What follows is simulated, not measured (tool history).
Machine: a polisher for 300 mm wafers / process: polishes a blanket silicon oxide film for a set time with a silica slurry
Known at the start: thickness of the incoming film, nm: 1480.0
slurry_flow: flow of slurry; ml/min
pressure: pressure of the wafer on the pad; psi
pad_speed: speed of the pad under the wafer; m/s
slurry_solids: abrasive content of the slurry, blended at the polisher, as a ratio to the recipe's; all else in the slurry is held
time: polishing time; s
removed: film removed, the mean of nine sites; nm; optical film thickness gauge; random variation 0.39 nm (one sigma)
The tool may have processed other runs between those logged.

Run 1, hour 0.0: slurry_flow 230 ml/min, pressure 5.3 psi, pad_speed 1.28 m/s, slurry_solids 1.0, time 19 s. Result: removed 103.100 nm.
Run 2, hour 8.9: slurry_flow 180 ml/min, pressure 5.3 psi, pad_speed 1.28 m/s, slurry_solids 1.0, time 19 s. Result: removed 99.261 nm.
Run 3, hour 11.0: slurry_flow 145 ml/min, pressure 5.3 psi, pad_speed 1.28 m/s, slurry_solids 1.0, time 19 s. Result: removed 96.572 nm.
Run 4, hour 14.1: slurry_flow 140 ml/min, pressure 5.3 psi, pad_speed 1.28 m/s, slurry_solids 1.0, time 19 s. Result: removed 94.834 nm.
Run 5, hour 17.7: slurry_flow 140 ml/min, pressure 5.0 psi, pad_speed 1.28 m/s, slurry_solids 1.0, time 19 s. Result: removed 90.533 nm.
Run 6, hour 20.2: slurry_flow 140 ml/min, pressure 5.0 psi, pad_speed 1.28 m/s, slurry_solids 0.8, time 19 s. Result: removed 81.986 nm.
Run 7, hour 25.5: slurry_flow 140 ml/min, pressure 4.8 psi, pad_speed 1.28 m/s, slurry_solids 0.8, time 19 s. Result: removed 79.381 nm.
Run 8, hour 31.7: slurry_flow 140 ml/min, pressure 4.6 psi, pad_speed 1.28 m/s, slurry_solids 0.8, time 19 s. Result: removed 77.274 nm.

Run 9 is up next; what results do you expect?
Run 9, hour 32.5: slurry_flow 140 ml/min, pressure 4.4 psi, pad_speed 1.28 m/s, slurry_solids 0.8, time 19 s. Result: removed ?.

Run 9 came out at removed 74.563 nm.

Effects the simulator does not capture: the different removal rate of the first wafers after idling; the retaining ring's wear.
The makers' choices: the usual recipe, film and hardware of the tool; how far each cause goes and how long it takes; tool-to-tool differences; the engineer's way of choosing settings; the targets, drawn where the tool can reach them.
